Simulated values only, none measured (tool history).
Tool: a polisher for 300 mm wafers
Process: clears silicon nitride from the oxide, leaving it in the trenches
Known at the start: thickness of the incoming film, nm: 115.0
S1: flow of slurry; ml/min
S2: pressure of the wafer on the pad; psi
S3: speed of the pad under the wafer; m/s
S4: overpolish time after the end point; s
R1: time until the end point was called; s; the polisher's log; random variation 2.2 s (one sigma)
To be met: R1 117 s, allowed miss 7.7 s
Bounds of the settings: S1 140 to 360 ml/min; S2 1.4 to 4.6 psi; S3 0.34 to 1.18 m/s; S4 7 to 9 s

| run | hour | S1 | S2 | S3 | S4 | R1 |
|---|---|---|---|---|---|---|
| 1 | 0 | 230 | 3 | 0.76 | 9 | 206.15 |
| 2 | 6.5 | 230 | 3.3 | 0.78 | 9 | 184.35 |
| 3 | 7.9 | 230 | 3.3 | 0.6 | 9 | 217.97 |
| 4 | 8.6 | 230 | 2.7 | 0.6 | 9 | 258.56 |
| 5 | 15.7 | 200 | 2.7 | 0.6 | 9 | 259.06 |
| 6 | 17.6 | 200 | 2.7 | 0.48 | 9 | 301.67 |
| 7 | 24.3 | 200 | 3 | 0.54 | 9 | 261.51 |
| 8 | 26.3 | 205 | 3.3 | 0.6 | 9 | 222.05 |
| 9 | 27.7 | 205 | 3.5 | 0.64 | 9 | 209.22 |
| 10 | 36.7 | 225 | 4.3 | 0.84 | 9 | 138.3 |
| 11 | 40.3 | 225 | 4.4 | 0.86 | 9 | 133.87 |
|  | 41.2 | slurry nozzle cleaned |
| 12 | 41.2 | 225 | 4.4 | 0.88 | 9 | 125.83 |

5 next moves are on the table. One of them brings every result within its allowed miss. Which?
| A | 42.1 | 275 | 4.3 | 0.82 | 9 | ? |
| B | 42.1 | 235 | 4.4 | 0.82 | 9 | ? |
| C | 42.1 | 200 | 4.6 | 0.78 | 7 | ? |
| D | 42.1 | 215 | 4.6 | 1.12 | 7 | ? |
| E | 42.1 | 210 | 4.4 | 1 | 9 | ? |

| move | R1 |
|---|---|
| A | 133.34 |
| B | 133.13 |
| C | 136.36 |
| D | 100.39 |
| E | 114.96 |
A: further off than the last run
B: further off than the last run
C: further off than the last run
D: takes the result that was furthest off past its target
E: meets every target
Answer: E
